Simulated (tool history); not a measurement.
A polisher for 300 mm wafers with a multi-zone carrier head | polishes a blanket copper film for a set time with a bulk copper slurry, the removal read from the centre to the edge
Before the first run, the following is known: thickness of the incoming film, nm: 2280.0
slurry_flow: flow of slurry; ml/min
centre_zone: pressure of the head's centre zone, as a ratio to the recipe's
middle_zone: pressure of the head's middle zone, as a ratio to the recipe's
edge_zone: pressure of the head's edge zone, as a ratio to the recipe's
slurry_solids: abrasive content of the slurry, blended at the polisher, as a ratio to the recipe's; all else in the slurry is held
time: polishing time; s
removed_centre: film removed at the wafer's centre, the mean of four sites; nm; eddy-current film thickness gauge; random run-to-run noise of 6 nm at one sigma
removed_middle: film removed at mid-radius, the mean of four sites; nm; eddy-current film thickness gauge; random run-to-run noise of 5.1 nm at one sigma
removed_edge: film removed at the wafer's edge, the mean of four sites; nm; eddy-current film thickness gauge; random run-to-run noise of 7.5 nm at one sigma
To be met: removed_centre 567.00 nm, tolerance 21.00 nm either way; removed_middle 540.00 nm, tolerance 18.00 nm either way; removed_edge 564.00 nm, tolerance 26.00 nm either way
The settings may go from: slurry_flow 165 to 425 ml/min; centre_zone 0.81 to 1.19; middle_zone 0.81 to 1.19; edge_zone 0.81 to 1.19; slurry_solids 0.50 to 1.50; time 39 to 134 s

run  hour  slurry_flow  centre_zone  middle_zone  edge_zone  slurry_solids  time  removed_centre  removed_middle  removed_edge
  1   0.0          275         1.00         1.00       1.00           1.00    86          699.12          687.82        709.14
  2   6.9          275         1.07         1.00       1.00           1.00    86          743.07          684.46        696.34
  3   9.9          275         1.05         0.99       0.98           0.90    85          712.79          658.57        695.81
  4  18.5          275         1.05         1.00       0.98           0.85    81          677.02          625.63        641.69
  5  25.8          275         1.13         1.00       0.98           0.85    81          706.38          635.35        637.41
  6  26.3          270         1.11         1.00       0.98           0.80    79          687.57          608.18        606.66
  7  34.8          265         1.07         1.00       0.98           0.75    78          634.56          597.18        588.56
  8  37.9          255         1.06         0.99       0.98           0.75    78          641.33          592.18        598.28
  9  43.1          260         0.97         0.95       0.96           0.50    76          538.81          526.39        542.99

Which of these 4 next moves meets every target?
  A  48.3          200         1.05         1.03       1.06           0.50    77               ?               ?             ?
  B  48.3          275         1.01         0.96       0.95           0.50    84               ?               ?             ?
  C  48.3          325         0.96         0.97       1.05           0.55    82               ?               ?             ?
  D  48.3          280         0.89         0.86       1.00           0.70    73               ?               ?             ?

move  removed_centre  removed_middle  removed_edge
   A          571.81          550.80        562.15
   B          634.36          598.86        600.59
   C          612.89          606.98        632.85
   D          521.03          508.03        562.89
A: meets every target
B: takes the result that was furthest off past its target
C: takes the result that was furthest off past its target
D: its largest miss is bigger than the last run's
Correct choice: A, which meets every target
